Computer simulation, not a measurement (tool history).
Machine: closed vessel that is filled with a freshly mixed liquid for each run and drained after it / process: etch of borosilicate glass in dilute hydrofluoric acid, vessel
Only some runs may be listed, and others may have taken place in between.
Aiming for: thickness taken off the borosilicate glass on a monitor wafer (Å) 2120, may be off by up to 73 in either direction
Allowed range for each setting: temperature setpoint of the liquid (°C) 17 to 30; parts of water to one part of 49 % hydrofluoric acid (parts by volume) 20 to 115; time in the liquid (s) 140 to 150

run,day,temperature setpoint of the liquid (°C),parts of water to one part of 49 % hydrofluoric acid (parts by volume),time in the liquid (s),thickness taken off the borosilicate glass on a monitor wafer (Å)
1,0,22,65,140,638.58
2,0.208,22,65,140,622.43
3,0.325,22,75,140,532.14
4,0.533,23,70,140,598.07
5,0.65,23,55,140,781.75
6,0.721,23,50,140,866.69
7,0.858,23.5,45,140,995.18
8,1.129,24,45,140,1021.9
9,1.171,24.5,45,140,1028
10,1.221,25,40,140,1195.2
11,1.417,25.5,40,140,1214
12,1.742,26,40,140,1239.6
13,1.933,26.5,40,140,1240.5
14,2.125,27,40,140,1289.1
15,2.25,27.5,40,140,1297.6
16,2.471,29,30,140,1908.5
17,2.608,29.5,30,140,1923.9
18,2.65,30,30,140,1984.1
19,2.812,30,25,140,2383.6
20,3.079,29,25,140,2302.1
21,3.417,28,25,140,2226

Which one of the following 4 next-run settings gets every result inside its allowed miss? There is exactly one.
A,3.754,27,25,140,?
B,3.754,28,25,150,?
C,3.754,28,25,145,?
D,3.754,25.5,25,140,?

move,thickness taken off the borosilicate glass on a monitor wafer (Å)
A,2115.5
B,2361.4
C,2282.7
D,1988.3
A: in spec on every target
B: its largest miss is bigger than the last run's
C: its largest miss is bigger than the last run's
D: takes the biggest miss from the last run beyond its target
Go with A: it meets all targets.

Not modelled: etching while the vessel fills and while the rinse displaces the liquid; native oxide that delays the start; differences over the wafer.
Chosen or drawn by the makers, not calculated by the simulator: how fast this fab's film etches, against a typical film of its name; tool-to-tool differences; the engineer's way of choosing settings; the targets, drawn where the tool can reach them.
